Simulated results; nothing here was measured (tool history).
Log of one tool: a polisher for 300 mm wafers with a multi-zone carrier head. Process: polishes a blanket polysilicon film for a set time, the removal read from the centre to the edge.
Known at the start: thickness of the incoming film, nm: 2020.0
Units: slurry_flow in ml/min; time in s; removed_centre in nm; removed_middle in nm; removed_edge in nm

run,hour,slurry_flow,centre_zone,middle_zone,edge_zone,time,removed_centre,removed_middle,removed_edge
1,0.0,135,1.00,1.00,1.00,82,399.93,413.91,422.34
2,9.0,125,0.96,0.97,0.96,68,310.94,319.56,326.38
3,15.8,115,0.91,0.95,0.94,63,270.19,283.16,298.51
4,24.5,115,0.86,0.95,0.94,63,263.14,293.37,296.86
5,31.0,115,0.86,0.95,0.94,49,199.48,224.39,234.19
# hour 35.3: slurry nozzle cleaned
6,35.3,115,0.89,0.95,0.94,49,235.50,240.47,248.93
7,42.1,110,0.87,0.94,0.93,47,215.66,231.26,234.65
8,46.9,110,0.86,0.93,0.93,46,209.82,227.12,231.74
9,53.9,110,0.85,0.92,0.94,45,202.61,216.53,225.04
10,62.4,110,0.84,0.92,0.94,45,202.91,216.41,226.16

Run 11 comes next. What will it give?
11,69.0,110,0.83,0.92,0.94,45,?,?,?

removed_centre: 199.85 nm
removed_middle: 218.90 nm
removed_edge: 228.00 nm

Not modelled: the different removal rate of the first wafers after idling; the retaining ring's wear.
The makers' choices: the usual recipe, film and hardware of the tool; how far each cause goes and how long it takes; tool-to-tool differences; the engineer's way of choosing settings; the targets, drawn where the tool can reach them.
